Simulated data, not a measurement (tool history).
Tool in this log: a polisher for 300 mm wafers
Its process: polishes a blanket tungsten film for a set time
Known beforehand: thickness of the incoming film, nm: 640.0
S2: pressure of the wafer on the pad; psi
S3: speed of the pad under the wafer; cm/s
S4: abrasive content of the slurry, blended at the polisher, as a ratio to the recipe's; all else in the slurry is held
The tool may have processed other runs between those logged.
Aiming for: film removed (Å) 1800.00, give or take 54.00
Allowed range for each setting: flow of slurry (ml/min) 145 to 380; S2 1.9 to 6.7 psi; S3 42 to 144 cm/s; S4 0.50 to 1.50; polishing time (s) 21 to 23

run 1 hour=0.0 | flow_of_slurry_(ml/min)=245 S2=4.3 S3=92 S4=1.00 polishing_time_(s)=23 | film_removed_(Å)=1022.50
run 2 hour=5.3 | flow_of_slurry_(ml/min)=185 S2=4.3 S3=92 S4=1.00 polishing_time_(s)=23 | film_removed_(Å)=945.55
run 3 hour=7.1 | flow_of_slurry_(ml/min)=185 S2=4.3 S3=92 S4=0.85 polishing_time_(s)=23 | film_removed_(Å)=886.11
run 4 hour=14.4 | flow_of_slurry_(ml/min)=185 S2=4.3 S3=70 S4=0.85 polishing_time_(s)=23 | film_removed_(Å)=694.48
-- hour=15.2 slurry nozzle cleaned
run 5 hour=15.2 | flow_of_slurry_(ml/min)=245 S2=4.3 S3=70 S4=0.85 polishing_time_(s)=23 | film_removed_(Å)=801.06
run 6 hour=22.8 | flow_of_slurry_(ml/min)=245 S2=4.3 S3=86 S4=0.85 polishing_time_(s)=23 | film_removed_(Å)=977.30
run 7 hour=24.6 | flow_of_slurry_(ml/min)=275 S2=4.7 S3=86 S4=0.85 polishing_time_(s)=23 | film_removed_(Å)=1088.00
run 8 hour=33.1 | flow_of_slurry_(ml/min)=275 S2=4.7 S3=86 S4=0.85 polishing_time_(s)=23 | film_removed_(Å)=1083.30
run 9 hour=40.3 | flow_of_slurry_(ml/min)=300 S2=5.1 S3=86 S4=0.85 polishing_time_(s)=23 | film_removed_(Å)=1173.20
run 10 hour=42.2 | flow_of_slurry_(ml/min)=315 S2=5.5 S3=88 S4=0.85 polishing_time_(s)=23 | film_removed_(Å)=1270.90

5 next moves are on the table. One of them brings every result within its allowed miss. Which?
run A hour=44.1 | flow_of_slurry_(ml/min)=340 S2=6.6 S3=84 S4=1.15 polishing_time_(s)=23 | film_removed_(Å)=?
run B hour=44.1 | flow_of_slurry_(ml/min)=320 S2=6.0 S3=104 S4=0.85 polishing_time_(s)=23 | film_removed_(Å)=?
run C hour=44.1 | flow_of_slurry_(ml/min)=280 S2=6.2 S3=122 S4=0.75 polishing_time_(s)=23 | film_removed_(Å)=?
run D hour=44.1 | flow_of_slurry_(ml/min)=285 S2=5.8 S3=98 S4=0.90 polishing_time_(s)=21 | film_removed_(Å)=?
run E hour=44.1 | flow_of_slurry_(ml/min)=320 S2=6.3 S3=106 S4=0.85 polishing_time_(s)=23 | film_removed_(Å)=?

move=A film_removed_(Å)=1635.00
move=B film_removed_(Å)=1654.60
move=C film_removed_(Å)=1889.20
move=D film_removed_(Å)=1390.20
move=E film_removed_(Å)=1768.10
A: an improvement on the last run, though not all results are within tolerance
B: an improvement on the last run, though not all results are within tolerance
C: moves the result that the last run missed by most past its target, out the other side
D: an improvement on the last run, though not all results are within tolerance
E: in spec on every target
The move that meets every target is E.

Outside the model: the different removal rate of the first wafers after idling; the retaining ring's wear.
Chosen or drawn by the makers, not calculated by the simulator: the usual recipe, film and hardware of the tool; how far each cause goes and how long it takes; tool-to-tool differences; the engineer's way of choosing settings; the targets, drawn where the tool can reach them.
